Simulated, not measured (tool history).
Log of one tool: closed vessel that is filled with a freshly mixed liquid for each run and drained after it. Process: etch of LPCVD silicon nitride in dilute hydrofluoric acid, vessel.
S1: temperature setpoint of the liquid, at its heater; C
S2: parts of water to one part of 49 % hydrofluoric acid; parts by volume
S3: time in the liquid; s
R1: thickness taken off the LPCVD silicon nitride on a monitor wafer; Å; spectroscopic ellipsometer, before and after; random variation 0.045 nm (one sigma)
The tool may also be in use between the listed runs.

run 1 hour=0 | S1=22 S2=100 S3=2225 | R1=82.423
run 2 hour=5.6 | S1=21 S2=100 S3=2225 | R1=76.454
run 3 hour=7.8 | S1=21 S2=120 S3=2225 | R1=62.48
run 4 hour=13 | S1=21 S2=120 S3=2365 | R1=67.249
run 5 hour=16.9 | S1=21 S2=120 S3=2365 | R1=67.694
run 6 hour=23.8 | S1=20.5 S2=120 S3=2365 | R1=64.606
run 7 hour=29 | S1=20 S2=120 S3=2365 | R1=62.929

Forecast run 8:
run 8 hour=37 | S1=19.5 S2=120 S3=2365 | R1=?

Run 8 gave R1 61.596 Å.
